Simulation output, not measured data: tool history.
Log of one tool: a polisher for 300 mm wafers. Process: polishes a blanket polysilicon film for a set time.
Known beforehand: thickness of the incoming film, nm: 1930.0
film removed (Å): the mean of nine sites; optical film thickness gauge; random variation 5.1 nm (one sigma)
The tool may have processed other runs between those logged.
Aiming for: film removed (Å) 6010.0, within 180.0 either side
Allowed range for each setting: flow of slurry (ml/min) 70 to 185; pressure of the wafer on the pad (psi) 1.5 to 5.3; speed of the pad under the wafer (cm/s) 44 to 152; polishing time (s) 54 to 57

run,hour,flow of slurry (ml/min),pressure of the wafer on the pad (psi),speed of the pad under the wafer (cm/s),polishing time (s),film removed (Å)
1,0.0,120,3.4,98,54,5153.0
2,6.7,120,3.4,84,54,4595.7
3,15.2,120,3.4,70,54,3939.5
4,19.8,130,3.7,70,54,4386.4
5,25.8,130,3.7,50,54,3468.3
# hour 29.0: head pressure recalibrated
6,29.0,115,3.7,50,54,3210.4
7,32.5,135,4.1,50,54,3652.6
8,40.6,145,4.4,56,54,4332.1
9,47.7,150,4.7,58,54,4770.8
10,54.7,155,4.9,60,54,5045.3
11,61.7,160,5.0,62,54,5352.1
12,67.1,160,5.1,64,54,5521.0

Which one of the following 5 next-run settings gets every result inside its allowed miss? There is exactly one.
A,72.5,125,4.9,60,54,?
B,72.5,160,5.3,72,55,?
C,72.5,160,5.3,60,55,?
D,72.5,185,4.9,54,56,?
E,72.5,170,4.8,70,57,?

move,film removed (Å)
A,4845.3
B,6365.6
C,5576.6
D,4995.1
E,5919.7
A: moves away from the targets compared with the last run
B: the result that was furthest off in the last run now lies on the other side of its target
C: an improvement on the last run, though not all results are within tolerance
D: moves away from the targets compared with the last run
E: all results in spec
The right move is E.

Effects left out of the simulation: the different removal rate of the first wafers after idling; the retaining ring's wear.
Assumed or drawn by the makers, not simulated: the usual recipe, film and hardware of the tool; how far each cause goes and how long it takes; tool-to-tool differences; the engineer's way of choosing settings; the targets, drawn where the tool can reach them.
